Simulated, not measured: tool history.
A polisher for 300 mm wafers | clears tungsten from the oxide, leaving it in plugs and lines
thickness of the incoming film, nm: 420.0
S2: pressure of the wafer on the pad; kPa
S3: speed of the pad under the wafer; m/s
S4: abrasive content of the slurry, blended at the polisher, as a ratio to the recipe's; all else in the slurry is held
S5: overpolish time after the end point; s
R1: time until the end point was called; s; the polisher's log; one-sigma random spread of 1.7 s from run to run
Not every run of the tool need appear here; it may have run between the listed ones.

Run 1, day 0.000: flow of slurry (ml/min) 170, S2 21.4 kPa, S3 1.34 m/s, S4 1.00, S5 24 s. Result: R1 74.943 s.
Run 2, day 0.375: flow of slurry (ml/min) 170, S2 20.0 kPa, S3 1.34 m/s, S4 1.00, S5 24 s. Result: R1 81.875 s.
Run 3, day 0.571: flow of slurry (ml/min) 170, S2 20.0 kPa, S3 1.34 m/s, S4 0.85, S5 24 s. Result: R1 81.781 s.
Run 4, day 0.692: flow of slurry (ml/min) 130, S2 20.0 kPa, S3 1.34 m/s, S4 0.85, S5 24 s. Result: R1 83.799 s.
Run 5, day 1.008: flow of slurry (ml/min) 130, S2 19.3 kPa, S3 1.34 m/s, S4 0.85, S5 24 s. Result: R1 86.825 s.
Run 6, day 1.358: flow of slurry (ml/min) 130, S2 19.3 kPa, S3 1.34 m/s, S4 0.65, S5 24 s. Result: R1 90.928 s.

Predict the results of run 7:
Run 7, day 1.700: flow of slurry (ml/min) 130, S2 18.6 kPa, S3 1.34 m/s, S4 0.65, S5 24 s. Result: R1 ?.

{"run 7": {"R1": 91.203}}
